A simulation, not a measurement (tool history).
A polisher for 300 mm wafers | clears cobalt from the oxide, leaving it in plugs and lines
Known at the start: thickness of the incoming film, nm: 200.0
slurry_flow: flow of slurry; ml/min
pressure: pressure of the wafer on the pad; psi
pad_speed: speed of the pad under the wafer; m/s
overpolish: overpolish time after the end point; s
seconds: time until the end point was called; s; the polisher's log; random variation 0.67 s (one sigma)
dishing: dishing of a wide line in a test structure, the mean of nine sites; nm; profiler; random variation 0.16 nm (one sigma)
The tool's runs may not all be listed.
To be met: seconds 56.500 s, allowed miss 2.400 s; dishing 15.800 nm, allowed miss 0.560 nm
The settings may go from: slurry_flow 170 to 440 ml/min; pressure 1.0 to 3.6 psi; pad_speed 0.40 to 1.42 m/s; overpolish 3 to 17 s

run  hour  slurry_flow  pressure  pad_speed  overpolish  seconds  dishing
  1   0.0          280       2.3       0.90           9   44.288   18.251
  2   3.9          280       2.0       0.90           9   51.275   17.725
  3  12.4          280       2.0       0.90           7   50.644   15.876
  4  21.0          280       1.9       0.90           7   52.520   15.295
  5  23.6          335       1.9       0.90           7   51.589   15.561
  6  32.3          335       1.9       0.90           4   52.086   10.763
  7  40.4          320       1.8       0.94           5   53.290   12.545
  8  43.8          240       1.6       1.02           6   56.154   13.493
  9  45.7          205       1.6       1.04          10   56.396   17.731
 10  49.3          210       1.6       1.04           9   56.493   16.388
 11  52.5          210       1.6       1.06           9   56.343   17.010
 12  60.1          215       1.6       1.06           9   54.975   16.834

4 next moves are on the table. One of them brings every result within its allowed miss. Which?
  A  67.7          205       1.8       0.90           7        ?        ?
  B  67.7          185       1.5       1.32           6        ?        ?
  C  67.7          170       1.8       0.94           8        ?        ?
  D  67.7          235       1.8       1.02           6        ?        ?

move  seconds  dishing
   A   56.927   14.454
   B   49.433   14.333
   C   56.209   15.610
   D   50.872   14.109
A: takes the result that was furthest off past its target
B: takes the result that was furthest off past its target
C: meets every target
D: takes the result that was furthest off past its target
Move C is the one to make.

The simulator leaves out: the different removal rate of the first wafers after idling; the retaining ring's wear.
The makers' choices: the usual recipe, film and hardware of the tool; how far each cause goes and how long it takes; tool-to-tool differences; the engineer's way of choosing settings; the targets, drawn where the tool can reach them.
